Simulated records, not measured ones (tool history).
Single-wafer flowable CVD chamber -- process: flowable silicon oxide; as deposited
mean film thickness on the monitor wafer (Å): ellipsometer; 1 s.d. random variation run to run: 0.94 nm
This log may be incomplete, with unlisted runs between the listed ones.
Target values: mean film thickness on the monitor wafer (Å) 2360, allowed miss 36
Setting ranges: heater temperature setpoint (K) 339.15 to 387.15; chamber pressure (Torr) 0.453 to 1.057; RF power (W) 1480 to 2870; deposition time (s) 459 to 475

run	hour	heater temperature setpoint (K)	chamber pressure (Torr)	RF power (W)	deposition time (s)	mean film thickness on the monitor wafer (Å)
1	0	363.15	0.755	2175	459	3737.3
2	1.3	363.15	0.755	2175	459	3713.9
3	8.2	363.15	0.755	1920	459	3632
4	12.4	367.15	0.755	1920	459	3113.7
5	16.1	367.15	0.755	1650	459	2959.2
6	19.5	362.15	0.755	1650	459	3584.9
7	25.4	365.15	0.755	1650	459	3194.9
8	29.6	367.15	0.755	1650	459	2971.4
9	31.2	369.15	0.755	1650	459	2736.7
10	39.4	370.15	0.755	1650	459	2648.9
11	46.2	374.15	0.755	1650	459	2262.7

Consider the 5 candidate settings below. Which is the only one whose results all fall within their allowed miss of target?
A	53	381.15	0.929	1815	475	?
B	53	374.15	0.8	1655	462	?
C	53	373.15	0.628	1955	475	?
D	53	370.15	0.706	1480	459	?
E	53	371.15	0.684	1525	460	?

move	mean film thickness on the monitor wafer (Å)
A	2287.2
B	2428.2
C	2157.5
D	2376.5
E	2253.7
A: nearer the targets than the last run, but a result is still out of spec
B: takes the result that was furthest off past its target
C: misses by more than the last run did
D: meets every target
E: misses by more than the last run did
The move that meets every target is D.
